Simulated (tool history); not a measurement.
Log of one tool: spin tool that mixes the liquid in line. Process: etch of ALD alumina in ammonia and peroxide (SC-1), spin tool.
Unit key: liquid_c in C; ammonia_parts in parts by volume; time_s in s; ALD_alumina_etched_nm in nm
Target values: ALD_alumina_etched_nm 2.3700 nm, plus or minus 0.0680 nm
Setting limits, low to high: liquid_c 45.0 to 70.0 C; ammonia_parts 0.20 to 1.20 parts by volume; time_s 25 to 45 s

| run | hour | liquid_c | ammonia_parts | time_s | ALD_alumina_etched_nm |
|---|---|---|---|---|---|
| 1 | 0.0 | 61.0 | 1.00 | 45 | 3.5733 |
| 2 | 1.7 | 61.0 | 1.15 | 45 | 3.5783 |
| 3 | 9.7 | 61.0 | 1.20 | 45 | 3.6218 |
| 4 | 10.5 | 56.5 | 1.20 | 45 | 2.8744 |
| 5 | 13.8 | 61.5 | 1.20 | 45 | 3.7194 |
| 6 | 18.4 | 60.0 | 1.20 | 45 | 3.4313 |
| 7 | 24.3 | 59.0 | 1.20 | 45 | 3.2586 |
| 8 | 28.8 | 58.0 | 1.20 | 45 | 3.0994 |
| 9 | 33.4 | 57.0 | 1.20 | 45 | 2.9267 |
| 10 | 36.8 | 56.5 | 1.20 | 45 | 2.8395 |
| 11 | 41.4 | 56.0 | 1.20 | 45 | 2.7901 |
| 12 | 45.3 | 55.5 | 1.20 | 45 | 2.7120 |

Below are 5 possible settings for the next run. Only one of them brings all results inside the allowed miss of their targets. Which is it?
| A | 49.2 | 57.5 | 1.00 | 45 | ? |
| B | 49.2 | 54.5 | 1.05 | 45 | ? |
| C | 49.2 | 57.0 | 0.85 | 45 | ? |
| D | 49.2 | 53.0 | 1.20 | 45 | ? |
| E | 49.2 | 56.5 | 1.20 | 40 | ? |

| move | ALD_alumina_etched_nm |
|---|---|
| A | 2.9512 |
| B | 2.5310 |
| C | 2.8310 |
| D | 2.3655 |
| E | 2.5329 |
A: moves away from the targets compared with the last run
B: nearer the targets than the last run, but a result is still out of spec
C: moves away from the targets compared with the last run
D: hits every target within its allowed miss
E: nearer the targets than the last run, but a result is still out of spec
D meets every target.
